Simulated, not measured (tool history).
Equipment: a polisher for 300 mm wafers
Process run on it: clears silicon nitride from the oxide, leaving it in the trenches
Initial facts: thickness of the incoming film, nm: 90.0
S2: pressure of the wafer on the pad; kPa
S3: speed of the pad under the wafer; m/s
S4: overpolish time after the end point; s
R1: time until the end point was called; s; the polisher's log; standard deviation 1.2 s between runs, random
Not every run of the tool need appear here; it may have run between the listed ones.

{"run": 1, "hour": 0.0, "flow of slurry (ml/min)": 180, "S2": 13.8, "S3": 1.28, "S4": 39, "R1": 93.058}
{"run": 2, "hour": 8.0, "flow of slurry (ml/min)": 180, "S2": 15.2, "S3": 1.3, "S4": 39, "R1": 82.093}
{"run": 3, "hour": 15.2, "flow of slurry (ml/min)": 180, "S2": 15.2, "S3": 1.1, "S4": 39, "R1": 96.24}
{"run": 4, "hour": 22.9, "flow of slurry (ml/min)": 195, "S2": 15.2, "S3": 1.1, "S4": 39, "R1": 92.254}
{"run": 5, "hour": 31.4, "flow of slurry (ml/min)": 195, "S2": 15.2, "S3": 1.1, "S4": 43, "R1": 94.678}
{"run": 6, "hour": 36.9, "flow of slurry (ml/min)": 240, "S2": 15.2, "S3": 1.1, "S4": 43, "R1": 91.357}
{"run": 7, "hour": 39.9, "flow of slurry (ml/min)": 240, "S2": 15.9, "S3": 1.12, "S4": 43, "R1": 86.421}
{"hour": 46.0, "done": "head pressure recalibrated"}
{"run": 8, "hour": 46.0, "flow of slurry (ml/min)": 240, "S2": 16.5, "S3": 1.14, "S4": 43, "R1": 88.979}

Run 9, settings as shown, results not yet in. Your forecast:
{"run": 9, "hour": 53.8, "flow of slurry (ml/min)": 240, "S2": 17.2, "S3": 1.26, "S4": 43, "R1": "?"}

Run 9 yielded R1 80.456 s.
